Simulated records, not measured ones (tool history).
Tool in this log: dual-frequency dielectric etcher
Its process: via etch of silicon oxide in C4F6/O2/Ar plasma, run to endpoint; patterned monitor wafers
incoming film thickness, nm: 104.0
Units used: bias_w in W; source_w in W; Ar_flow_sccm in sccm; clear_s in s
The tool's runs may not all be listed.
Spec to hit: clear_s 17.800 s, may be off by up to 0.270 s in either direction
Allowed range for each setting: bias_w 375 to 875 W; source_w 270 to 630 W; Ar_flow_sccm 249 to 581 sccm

Run 1, day 0.000: bias_w 625 W, source_w 450 W, Ar_flow_sccm 415 sccm. Result: clear_s 20.048 s.
Run 2, day 0.233: bias_w 662 W, source_w 450 W, Ar_flow_sccm 415 sccm. Result: clear_s 19.481 s.
Run 3, day 0.500: bias_w 662 W, source_w 370 W, Ar_flow_sccm 415 sccm. Result: clear_s 20.417 s.
Run 4, day 0.575: bias_w 662 W, source_w 370 W, Ar_flow_sccm 464 sccm. Result: clear_s 20.722 s.
Run 5, day 0.600: bias_w 704 W, source_w 380 W, Ar_flow_sccm 462 sccm. Result: clear_s 20.007 s.
Run 6, day 0.854: bias_w 737 W, source_w 380 W, Ar_flow_sccm 461 sccm. Result: clear_s 19.760 s.
Run 7, day 1.179: bias_w 764 W, source_w 390 W, Ar_flow_sccm 458 sccm. Result: clear_s 19.353 s.
Run 8, day 1.304: bias_w 786 W, source_w 400 W, Ar_flow_sccm 455 sccm. Result: clear_s 18.932 s.
Run 9, day 1.429: bias_w 803 W, source_w 410 W, Ar_flow_sccm 454 sccm. Result: clear_s 18.699 s.
Run 10, day 1.538: bias_w 817 W, source_w 410 W, Ar_flow_sccm 453 sccm. Result: clear_s 18.537 s.
Run 11, day 1.783: bias_w 828 W, source_w 410 W, Ar_flow_sccm 452 sccm. Result: clear_s 18.491 s.

Which one of the following 4 next-run settings gets every result inside its allowed miss? There is exactly one.
Run A, day 2.029: bias_w 866 W, source_w 500 W, Ar_flow_sccm 445 sccm. Result: clear_s ?.
Run B, day 2.029: bias_w 844 W, source_w 460 W, Ar_flow_sccm 457 sccm. Result: clear_s ?.
Run C, day 2.029: bias_w 774 W, source_w 380 W, Ar_flow_sccm 476 sccm. Result: clear_s ?.
Run D, day 2.029: bias_w 778 W, source_w 380 W, Ar_flow_sccm 493 sccm. Result: clear_s ?.

move  clear_s
   A   17.450
   B   18.044
   C   19.613
   D   19.642
A: moves the result that the last run missed by most past its target, out the other side
B: meets every target
C: lands further from the targets than the last run did
D: lands further from the targets than the last run did
Correct choice: B, which meets every target
